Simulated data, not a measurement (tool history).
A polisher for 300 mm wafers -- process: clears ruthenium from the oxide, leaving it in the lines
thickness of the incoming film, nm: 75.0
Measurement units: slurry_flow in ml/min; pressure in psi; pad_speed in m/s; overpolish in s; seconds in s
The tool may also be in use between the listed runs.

Run 1, hour 0.0: slurry_flow 200 ml/min, pressure 1.7 psi, pad_speed 1.08 m/s, overpolish 42 s. Result: seconds 64.488 s.
Run 2, hour 5.5: slurry_flow 200 ml/min, pressure 1.3 psi, pad_speed 1.08 m/s, overpolish 42 s. Result: seconds 83.905 s.
Run 3, hour 6.7: slurry_flow 200 ml/min, pressure 1.2 psi, pad_speed 1.08 m/s, overpolish 42 s. Result: seconds 90.129 s.
Run 4, hour 9.9: slurry_flow 245 ml/min, pressure 1.2 psi, pad_speed 1.08 m/s, overpolish 42 s. Result: seconds 87.976 s.
Run 5, hour 18.4: slurry_flow 245 ml/min, pressure 1.4 psi, pad_speed 1.08 m/s, overpolish 42 s. Result: seconds 76.874 s.
Run 6, hour 25.5: slurry_flow 245 ml/min, pressure 1.4 psi, pad_speed 0.86 m/s, overpolish 42 s. Result: seconds 91.165 s.

The next listed run, before its measurement:
Run 7, hour 26.1: slurry_flow 245 ml/min, pressure 1.3 psi, pad_speed 0.86 m/s, overpolish 42 s. Result: seconds ?.

seconds: 98.987 s
